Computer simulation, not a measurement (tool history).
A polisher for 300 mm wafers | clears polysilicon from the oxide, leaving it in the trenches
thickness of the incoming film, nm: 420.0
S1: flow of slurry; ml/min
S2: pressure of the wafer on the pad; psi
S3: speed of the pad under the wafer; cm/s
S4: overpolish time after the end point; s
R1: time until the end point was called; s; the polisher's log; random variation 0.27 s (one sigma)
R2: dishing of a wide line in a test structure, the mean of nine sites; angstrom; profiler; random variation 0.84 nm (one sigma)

run,hour,S1,S2,S3,S4,R1,R2
1,0,145,2.1,112,10,41.762,450.49
2,5.4,145,2.1,126,10,36.721,464.51
3,13,150,2.2,126,10,35.053,490.05
4,16.2,150,1.8,126,10,42.61,444.95
5,20,150,1.5,126,10,50.532,416.39
6,21.5,150,1.5,126,13,50.811,443.74

Forecast run 7:
7,25.8,155,1.7,126,12,?,?

Run 7 gave R1 45.53 s, R2 448.14 angstrom.
